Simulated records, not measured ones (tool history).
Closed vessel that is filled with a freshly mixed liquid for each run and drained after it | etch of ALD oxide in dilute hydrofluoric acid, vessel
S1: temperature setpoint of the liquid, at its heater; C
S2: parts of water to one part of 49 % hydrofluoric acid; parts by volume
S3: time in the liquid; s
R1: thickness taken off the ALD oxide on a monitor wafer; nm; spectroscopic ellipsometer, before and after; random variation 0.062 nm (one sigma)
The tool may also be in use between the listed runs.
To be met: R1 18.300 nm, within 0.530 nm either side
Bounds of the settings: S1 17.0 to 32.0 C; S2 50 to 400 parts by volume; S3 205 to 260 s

run  hour    S1   S2   S3      R1
  1   0.0  24.0  225  260  27.930
  2   1.9  24.0  275  260  21.737
  3   9.2  22.5  275  260  20.711
  4  10.8  21.5  275  260  19.821
  5  18.4  23.0  275  260  20.968
  6  23.0  22.0  275  260  20.261
  7  25.9  21.0  275  260  19.442
  8  30.5  20.5  275  260  19.080

Next run, 4 choices. One meets every target within its allowed miss, the rest don't. Which?
  A  35.1  22.0  305  250   ?
  B  35.1  22.0  255  230   ?
  C  35.1  22.5  295  250   ?
  D  35.1  18.0  260  235   ?

move      R1
   A  17.064
   B  19.742
   C  18.132
   D  16.980
A: moves the result that the last run missed by most past its target, out the other side
B: moves away from the targets compared with the last run
C: each result inside its tolerance
D: moves the result that the last run missed by most past its target, out the other side
Answer: C

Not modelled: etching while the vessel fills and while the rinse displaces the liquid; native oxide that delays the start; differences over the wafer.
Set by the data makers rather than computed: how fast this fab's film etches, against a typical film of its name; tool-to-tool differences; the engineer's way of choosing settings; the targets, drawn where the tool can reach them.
